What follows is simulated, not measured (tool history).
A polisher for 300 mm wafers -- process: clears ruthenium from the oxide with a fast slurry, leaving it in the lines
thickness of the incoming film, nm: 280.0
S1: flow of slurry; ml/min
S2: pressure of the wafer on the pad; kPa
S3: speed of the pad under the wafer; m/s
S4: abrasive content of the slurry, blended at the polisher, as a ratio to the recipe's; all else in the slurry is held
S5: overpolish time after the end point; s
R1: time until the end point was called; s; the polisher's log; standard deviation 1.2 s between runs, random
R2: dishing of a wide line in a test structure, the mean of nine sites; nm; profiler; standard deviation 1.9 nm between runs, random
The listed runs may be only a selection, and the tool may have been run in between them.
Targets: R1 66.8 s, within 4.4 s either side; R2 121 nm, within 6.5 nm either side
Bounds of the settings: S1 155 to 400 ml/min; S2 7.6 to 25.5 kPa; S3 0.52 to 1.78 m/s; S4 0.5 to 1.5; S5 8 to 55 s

{"run": 1, "hour": 0.0, "S1": 255, "S2": 16.5, "S3": 1.14, "S4": 1, "S5": 28, "R1": 81.452, "R2": 73.511}
{"run": 2, "hour": 3.7, "S1": 255, "S2": 17.2, "S3": 1.14, "S4": 1, "S5": 30, "R1": 78.766, "R2": 81.283}
{"run": 3, "hour": 6.5, "S1": 255, "S2": 17.2, "S3": 1.14, "S4": 1, "S5": 22, "R1": 77.126, "R2": 61.916}
{"run": 4, "hour": 13.9, "S1": 255, "S2": 17.2, "S3": 1.04, "S4": 1, "S5": 22, "R1": 85.102, "R2": 60.643}
{"run": 5, "hour": 22.1, "S1": 255, "S2": 20.7, "S3": 1.04, "S4": 1, "S5": 22, "R1": 70.729, "R2": 65.872}
{"run": 6, "hour": 23.0, "S1": 255, "S2": 20.7, "S3": 1.06, "S4": 1, "S5": 24, "R1": 72.343, "R2": 74.382}
{"run": 7, "hour": 31.6, "S1": 255, "S2": 20.7, "S3": 1.06, "S4": 1, "S5": 26, "R1": 72.919, "R2": 74.801}
{"run": 8, "hour": 32.6, "S1": 255, "S2": 20.7, "S3": 1.08, "S4": 1, "S5": 28, "R1": 71.301, "R2": 85.174}
{"run": 9, "hour": 33.4, "S1": 250, "S2": 21.4, "S3": 1.12, "S4": 0.95, "S5": 38, "R1": 68.985, "R2": 107.22}

Which of these 4 next moves meets every target?
{"run": "A", "hour": 34.2, "S1": 230, "S2": 21.4, "S3": 1.18, "S4": 1.1, "S5": 46, "R1": "?", "R2": "?"}
{"run": "B", "hour": 34.2, "S1": 240, "S2": 21.4, "S3": 1, "S4": 0.85, "S5": 51, "R1": "?", "R2": "?"}
{"run": "C", "hour": 34.2, "S1": 250, "S2": 18.6, "S3": 1.12, "S4": 0.85, "S5": 52, "R1": "?", "R2": "?"}
{"run": "D", "hour": 34.2, "S1": 305, "S2": 16.5, "S3": 1.26, "S4": 1.15, "S5": 44, "R1": "?", "R2": "?"}

move=A R1=58.225 R2=134.44
move=B R1=77.812 R2=118.69
move=C R1=78.185 R2=119.9
move=D R1=64.648 R2=121.81
A: pushes the last run's worst result past its target
B: puts the biggest miss on target and leaves a different result outside tolerance
C: puts the biggest miss on target and leaves a different result outside tolerance
D: every result within its allowed miss
The move that meets every target is D.
